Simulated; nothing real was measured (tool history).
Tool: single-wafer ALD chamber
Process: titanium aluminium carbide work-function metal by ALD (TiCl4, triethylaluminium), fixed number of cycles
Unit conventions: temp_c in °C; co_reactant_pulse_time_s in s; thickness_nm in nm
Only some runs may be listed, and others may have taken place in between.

Run 1, day 0: temp_c 310 °C, co_reactant_pulse_time_s 15.05 s. Result: thickness_nm 2.0223 nm.
Run 2, day 0.238: temp_c 316 °C, co_reactant_pulse_time_s 15.05 s. Result: thickness_nm 2.08 nm.
Run 3, day 0.458: temp_c 316 °C, co_reactant_pulse_time_s 12.2 s. Result: thickness_nm 2.0484 nm.
Run 4, day 0.6: temp_c 308 °C, co_reactant_pulse_time_s 12.2 s. Result: thickness_nm 1.9681 nm.
Run 5, day 0.742: temp_c 308 °C, co_reactant_pulse_time_s 14.57 s. Result: thickness_nm 1.9867 nm.
Run 6, day 0.804: temp_c 308 °C, co_reactant_pulse_time_s 17.73 s. Result: thickness_nm 2.0125 nm.
At day 1.017: thermocouple changed; heater temperature recalibrated.
Run 7, day 1.017: temp_c 306 °C, co_reactant_pulse_time_s 17.51 s. Result: thickness_nm 2.0667 nm.
Run 8, day 1.046: temp_c 306 °C, co_reactant_pulse_time_s 17.51 s. Result: thickness_nm 2.0491 nm.
Run 9, day 1.083: temp_c 304 °C, co_reactant_pulse_time_s 16.7 s. Result: thickness_nm 2.0093 nm.

The next listed run, before its measurement:
Run 10, day 1.346: temp_c 302 °C, co_reactant_pulse_time_s 16.22 s. Result: thickness_nm ?.

thickness_nm: 1.9875 nm
